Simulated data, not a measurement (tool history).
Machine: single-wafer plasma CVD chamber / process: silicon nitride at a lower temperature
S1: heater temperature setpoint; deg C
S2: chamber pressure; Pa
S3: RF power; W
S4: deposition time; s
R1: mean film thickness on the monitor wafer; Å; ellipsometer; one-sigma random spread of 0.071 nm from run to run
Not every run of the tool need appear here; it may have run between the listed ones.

run  hour   S1   S2   S3    S4      R1
  1   0.0  330  203  380  22.4  297.83
  2   3.9  321  203  380  22.4  298.40
  3   8.3  321  203  350  22.4  284.71
  4  12.2  321  193  350  22.4  282.47
  5  18.9  316  193  350  22.4  284.46
  6  22.3  317  183  350  22.4  280.11

Run 7, settings as shown, results not yet in. Your forecast:
  7  26.1  317  175  350  22.4   ?

Run 7 measured R1 278.81 Å.

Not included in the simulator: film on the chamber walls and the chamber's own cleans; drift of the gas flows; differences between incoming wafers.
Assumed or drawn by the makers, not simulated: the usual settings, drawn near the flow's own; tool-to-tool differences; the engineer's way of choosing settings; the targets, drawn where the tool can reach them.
